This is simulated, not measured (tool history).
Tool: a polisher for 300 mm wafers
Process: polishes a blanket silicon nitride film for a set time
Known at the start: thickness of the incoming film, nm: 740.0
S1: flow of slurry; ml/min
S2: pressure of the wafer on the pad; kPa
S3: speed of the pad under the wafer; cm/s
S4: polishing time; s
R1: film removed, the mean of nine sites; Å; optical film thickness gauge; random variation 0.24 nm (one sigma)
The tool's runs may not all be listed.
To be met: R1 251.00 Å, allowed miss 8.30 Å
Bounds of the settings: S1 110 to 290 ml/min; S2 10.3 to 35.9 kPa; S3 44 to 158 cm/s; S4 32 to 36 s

| run | hour | S1 | S2 | S3 | S4 | R1 |
|---|---|---|---|---|---|---|
| 1 | 0.0 | 185 | 22.8 | 100 | 36 | 553.88 |
| 2 | 4.1 | 185 | 21.4 | 96 | 36 | 508.30 |
| 3 | 11.5 | 185 | 24.1 | 96 | 36 | 555.53 |
| 4 | 12.7 | 165 | 24.1 | 96 | 36 | 564.25 |
| 5 | 17.0 | 165 | 24.1 | 76 | 36 | 464.83 |
| 6 | 22.5 | 165 | 22.1 | 74 | 36 | 417.33 |
| 7 | 26.8 | 165 | 20.7 | 74 | 36 | 396.04 |
| 8 | 35.5 | 155 | 13.8 | 72 | 36 | 263.35 |

5 next moves are on the table. One of them brings every result within its allowed miss. Which?
| A | 44.2 | 165 | 14.5 | 64 | 35 | ? |
| B | 44.2 | 145 | 14.5 | 80 | 36 | ? |
| C | 44.2 | 155 | 12.4 | 104 | 32 | ? |
| D | 44.2 | 175 | 12.4 | 88 | 36 | ? |
| E | 44.2 | 120 | 13.8 | 78 | 36 | ? |

| move | R1 |
|---|---|
| A | 248.49 |
| B | 298.10 |
| C | 289.86 |
| D | 291.51 |
| E | 268.03 |
A: meets every target
B: further off than the last run
C: further off than the last run
D: further off than the last run
E: further off than the last run
The right move is A.
